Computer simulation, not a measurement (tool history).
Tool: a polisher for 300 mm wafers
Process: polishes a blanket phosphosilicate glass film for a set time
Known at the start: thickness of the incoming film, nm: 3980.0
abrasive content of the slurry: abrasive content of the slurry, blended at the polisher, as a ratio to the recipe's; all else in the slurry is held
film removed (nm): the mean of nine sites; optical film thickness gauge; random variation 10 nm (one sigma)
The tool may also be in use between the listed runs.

run,hour,flow of slurry (ml/min),pressure of the wafer on the pad (kPa),speed of the pad under the wafer (m/s),abrasive content of the slurry,polishing time (s),film removed (nm)
1,0,210,25.5,1.3,1,45,568.28
2,5.8,210,29.6,1.3,1,45,634.25
3,10.4,210,29.6,1.3,0.85,45,612.81
4,18.2,260,29.6,1.3,0.85,45,635.65
5,24.5,260,31,1.3,0.85,45,672.31
6,30.8,260,31.7,1.3,0.85,45,682.69

The next listed run, before its measurement:
7,33.2,260,32.4,1.3,0.85,45,?

film removed (nm): 694.96
